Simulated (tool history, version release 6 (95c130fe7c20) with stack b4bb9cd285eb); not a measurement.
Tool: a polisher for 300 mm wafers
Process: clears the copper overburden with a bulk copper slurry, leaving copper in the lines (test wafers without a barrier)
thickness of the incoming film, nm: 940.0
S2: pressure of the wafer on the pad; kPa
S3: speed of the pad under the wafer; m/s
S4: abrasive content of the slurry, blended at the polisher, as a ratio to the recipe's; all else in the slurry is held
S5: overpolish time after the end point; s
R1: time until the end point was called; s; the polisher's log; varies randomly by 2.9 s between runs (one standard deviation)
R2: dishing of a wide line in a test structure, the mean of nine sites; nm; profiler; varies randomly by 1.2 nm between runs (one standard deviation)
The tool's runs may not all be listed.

run 1 hour=0 | flow_of_slurry_(ml/min)=175 S2=13.1 S3=1.08 S4=1 S5=27 | R1=150.7 R2=81.054
run 2 hour=7.6 | flow_of_slurry_(ml/min)=145 S2=13.1 S3=1.08 S4=1 S5=27 | R1=151.59 R2=77.649
run 3 hour=9.3 | flow_of_slurry_(ml/min)=150 S2=12.4 S3=1.06 S4=1 S5=31 | R1=157.76 R2=82.628
run 4 hour=17.2 | flow_of_slurry_(ml/min)=155 S2=11.7 S3=1.04 S4=1 S5=34 | R1=173.4 R2=83.946
run 5 hour=19.5 | flow_of_slurry_(ml/min)=155 S2=11 S3=1.04 S4=1 S5=36 | R1=185.32 R2=85.663
run 6 hour=22.6 | flow_of_slurry_(ml/min)=155 S2=11 S3=1.24 S4=1 S5=36 | R1=153.14 R2=88.082
run 7 hour=29.9 | flow_of_slurry_(ml/min)=155 S2=10.3 S3=1.22 S4=1 S5=38 | R1=165.48 R2=88.53
run 8 hour=33.2 | flow_of_slurry_(ml/min)=150 S2=8.3 S3=1.18 S4=1 S5=46 | R1=193.51 R2=82.283
run 9 hour=39.4 | flow_of_slurry_(ml/min)=155 S2=8.3 S3=1.16 S4=1 S5=48 | R1=200.57 R2=85.474

Forecast run 10:
run 10 hour=42.6 | flow_of_slurry_(ml/min)=155 S2=8.3 S3=1.16 S4=1 S5=49 | R1=? R2=?

{"run 10": {"R1": 202.44, "R2": 84.67}}
